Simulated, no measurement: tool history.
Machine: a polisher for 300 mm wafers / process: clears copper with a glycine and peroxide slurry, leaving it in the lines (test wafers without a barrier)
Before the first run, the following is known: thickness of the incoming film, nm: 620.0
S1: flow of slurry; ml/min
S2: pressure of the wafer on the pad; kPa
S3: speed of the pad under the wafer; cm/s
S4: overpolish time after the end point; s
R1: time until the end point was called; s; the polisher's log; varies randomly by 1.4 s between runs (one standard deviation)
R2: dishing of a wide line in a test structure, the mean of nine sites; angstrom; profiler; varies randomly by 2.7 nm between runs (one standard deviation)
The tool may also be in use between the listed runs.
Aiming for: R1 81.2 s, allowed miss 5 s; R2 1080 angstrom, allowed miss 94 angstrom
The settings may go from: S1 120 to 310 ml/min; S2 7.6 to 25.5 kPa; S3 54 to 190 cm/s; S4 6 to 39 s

Run 1, day 0: S1 200 ml/min, S2 16.5 kPa, S3 122 cm/s, S4 20 s. Result: R1 102.52 s, R2 671.29 angstrom.
Run 2, day 0.038: S1 200 ml/min, S2 17.9 kPa, S3 122 cm/s, S4 22 s. Result: R1 94.585 s, R2 749.1 angstrom.
Run 3, day 0.258: S1 200 ml/min, S2 18.6 kPa, S3 122 cm/s, S4 24 s. Result: R1 93.332 s, R2 793.96 angstrom.
Run 4, day 0.592: S1 200 ml/min, S2 19.3 kPa, S3 124 cm/s, S4 26 s. Result: R1 88.398 s, R2 840.02 angstrom.
Run 5, day 0.771: S1 220 ml/min, S2 19.3 kPa, S3 124 cm/s, S4 26 s. Result: R1 85.625 s, R2 896.2 angstrom.
Run 6, day 0.796: S1 225 ml/min, S2 19.3 kPa, S3 124 cm/s, S4 27 s. Result: R1 85.416 s, R2 906.92 angstrom.
Run 7, day 1.062: S1 225 ml/min, S2 19.3 kPa, S3 124 cm/s, S4 27 s. Result: R1 89.661 s, R2 905.65 angstrom.
Run 8, day 1.429: S1 225 ml/min, S2 20 kPa, S3 124 cm/s, S4 28 s. Result: R1 83.905 s, R2 930.43 angstrom.
Run 9, day 1.796: S1 225 ml/min, S2 20 kPa, S3 124 cm/s, S4 29 s. Result: R1 84.731 s, R2 926.6 angstrom.
Run 10, day 2.075: S1 225 ml/min, S2 20 kPa, S3 124 cm/s, S4 31 s. Result: R1 82.52 s, R2 978.32 angstrom.

Next run, 4 choices. One meets every target within its allowed miss, the rest don't. Which?
Run A, day 2.354: S1 220 ml/min, S2 22.1 kPa, S3 134 cm/s, S4 32 s. Result: R1 ?, R2 ?.
Run B, day 2.354: S1 165 ml/min, S2 20.7 kPa, S3 132 cm/s, S4 24 s. Result: R1 ?, R2 ?.
Run C, day 2.354: S1 220 ml/min, S2 17.9 kPa, S3 142 cm/s, S4 38 s. Result: R1 ?, R2 ?.
Run D, day 2.354: S1 255 ml/min, S2 20.7 kPa, S3 142 cm/s, S4 32 s. Result: R1 ?, R2 ?.

move      R1      R2
   A  72.543  1079.5
   B  81.327  878.88
   C  82.634  1062.2
   D  71.668  1071.9
A: puts the biggest miss on target and leaves a different result outside tolerance
B: further off than the last run
C: meets every target
D: puts the biggest miss on target and leaves a different result outside tolerance
Go with C: it meets all targets.
